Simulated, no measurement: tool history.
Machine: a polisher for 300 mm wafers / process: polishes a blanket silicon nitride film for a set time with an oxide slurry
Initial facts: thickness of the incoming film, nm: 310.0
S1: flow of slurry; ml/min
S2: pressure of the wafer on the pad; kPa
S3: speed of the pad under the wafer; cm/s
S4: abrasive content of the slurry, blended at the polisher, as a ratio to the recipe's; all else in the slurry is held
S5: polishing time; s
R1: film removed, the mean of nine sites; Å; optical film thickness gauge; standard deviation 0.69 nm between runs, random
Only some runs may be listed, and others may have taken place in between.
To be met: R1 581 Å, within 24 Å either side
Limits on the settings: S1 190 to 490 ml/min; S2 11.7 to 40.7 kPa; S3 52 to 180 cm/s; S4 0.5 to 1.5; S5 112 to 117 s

run 1 day=0 | S1=315 S2=26.2 S3=116 S4=1 S5=112 | R1=678.32
run 2 day=0.033 | S1=315 S2=31 S3=116 S4=1 S5=112 | R1=797.75
run 3 day=0.112 | S1=315 S2=31 S3=116 S4=1 S5=112 | R1=791.61
run 4 day=0.329 | S1=315 S2=31 S3=102 S4=1 S5=112 | R1=709.96
run 5 day=0.375 | S1=315 S2=31 S3=84 S4=1 S5=112 | R1=619.66
run 6 day=0.542 | S1=390 S2=31 S3=84 S4=1 S5=112 | R1=630.6
run 7 day=0.712 | S1=390 S2=30.3 S3=84 S4=1 S5=112 | R1=625.84
run 8 day=0.871 | S1=390 S2=29.6 S3=84 S4=1 S5=112 | R1=619.51
run 9 day=0.938 | S1=390 S2=29.6 S3=84 S4=1 S5=112 | R1=612.61

Which of these 5 next moves meets every target?
run A day=1.004 | S1=430 S2=29 S3=76 S4=1 S5=116 | R1=?
run B day=1.004 | S1=450 S2=35.9 S3=80 S4=0.85 S5=117 | R1=?
run C day=1.004 | S1=465 S2=31 S3=78 S4=1.05 S5=117 | R1=?
run D day=1.004 | S1=360 S2=30.3 S3=100 S4=0.85 S5=117 | R1=?
run E day=1.004 | S1=355 S2=26.2 S3=102 S4=1.1 S5=117 | R1=?

move=A R1=576.01
move=B R1=660.74
move=C R1=654.41
move=D R1=658.32
move=E R1=690.53
A: all results land within tolerance of their targets
B: its largest miss is bigger than the last run's
C: its largest miss is bigger than the last run's
D: its largest miss is bigger than the last run's
E: its largest miss is bigger than the last run's
The right move is A.
